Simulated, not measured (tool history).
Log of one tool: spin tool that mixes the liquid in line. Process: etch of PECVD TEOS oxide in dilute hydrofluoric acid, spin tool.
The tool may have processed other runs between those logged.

run	day	temperature setpoint of the liquid (K)	parts of water to one part of 49 % hydrofluoric acid (parts by volume)	time under the liquid (s)	thickness taken off the PECVD TEOS oxide on a monitor wafer (nm)
1	0.000	297.15	295	310	18.219
2	0.071	297.15	245	310	23.393
3	0.371	296.15	255	310	21.341
4	0.588	295.15	260	310	19.924
5	0.954	295.15	195	310	28.576
6	1.054	295.15	195	330	30.121
7	1.104	294.65	215	330	26.492
8	1.408	294.15	230	330	23.975

Forecast run 9:
9	1.567	293.65	240	330	?

thickness taken off the PECVD TEOS oxide on a monitor wafer (nm): 22.093
